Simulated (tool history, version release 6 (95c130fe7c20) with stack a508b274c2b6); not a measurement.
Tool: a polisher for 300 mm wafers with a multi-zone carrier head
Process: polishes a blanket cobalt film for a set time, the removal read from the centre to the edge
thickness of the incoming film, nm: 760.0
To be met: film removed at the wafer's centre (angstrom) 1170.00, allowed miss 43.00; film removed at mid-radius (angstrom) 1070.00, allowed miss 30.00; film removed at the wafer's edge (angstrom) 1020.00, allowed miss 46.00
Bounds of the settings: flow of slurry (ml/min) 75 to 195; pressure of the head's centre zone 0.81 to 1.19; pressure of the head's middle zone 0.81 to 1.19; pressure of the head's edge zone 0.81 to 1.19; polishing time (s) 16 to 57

| run | hour | flow of slurry (ml/min) | pressure of the head's centre zone | pressure of the head's middle zone | pressure of the head's edge zone | polishing time (s) | film removed at the wafer's centre (angstrom) | film removed at mid-radius (angstrom) | film removed at the wafer's edge (angstrom) |
|---|---|---|---|---|---|---|---|---|---|
| 1 | 0.0 | 125 | 1.00 | 1.00 | 1.00 | 36 | 938.96 | 954.32 | 949.76 |
| 2 | 7.0 | 135 | 1.02 | 1.00 | 1.00 | 36 | 980.91 | 958.36 | 966.10 |
| 3 | 13.5 | 145 | 1.03 | 1.01 | 0.99 | 36 | 1001.50 | 981.53 | 956.53 |
| 4 | 18.8 | 150 | 1.05 | 1.02 | 1.00 | 36 | 1016.80 | 998.65 | 978.73 |
| 5 | 24.1 | 150 | 1.05 | 1.02 | 1.08 | 36 | 995.02 | 1008.30 | 1036.90 |
| 6 | 28.6 | 155 | 1.07 | 1.03 | 1.06 | 36 | 1059.60 | 1012.90 | 999.32 |
| 7 | 30.1 | 190 | 1.09 | 1.04 | 1.07 | 36 | 1116.40 | 1052.90 | 1037.30 |
| 8 | 38.5 | 190 | 1.10 | 1.04 | 1.07 | 36 | 1106.40 | 1064.10 | 1039.30 |
| 9 | 39.4 | 190 | 1.11 | 1.04 | 1.06 | 36 | 1104.70 | 1065.90 | 1023.60 |
| 10 | 43.6 | 190 | 1.11 | 1.04 | 1.06 | 36 | 1119.10 | 1064.50 | 1030.70 |

Which of these 4 next moves meets every target?
| A | 47.8 | 190 | 1.07 | 1.12 | 1.11 | 35 | ? | ? | ? |
| B | 47.8 | 190 | 1.08 | 1.11 | 1.14 | 35 | ? | ? | ? |
| C | 47.8 | 190 | 1.15 | 1.04 | 1.04 | 36 | ? | ? | ? |
| D | 47.8 | 185 | 1.06 | 1.06 | 1.05 | 36 | ? | ? | ? |

| move | film removed at the wafer's centre (angstrom) | film removed at mid-radius (angstrom) | film removed at the wafer's edge (angstrom) |
|---|---|---|---|
| A | 1048.00 | 1087.80 | 1026.10 |
| B | 1056.70 | 1079.50 | 1038.80 |
| C | 1148.90 | 1050.90 | 1026.40 |
| D | 1063.60 | 1063.70 | 1027.20 |
A: further off than the last run
B: further off than the last run
C: meets every target
D: further off than the last run
Answer: C
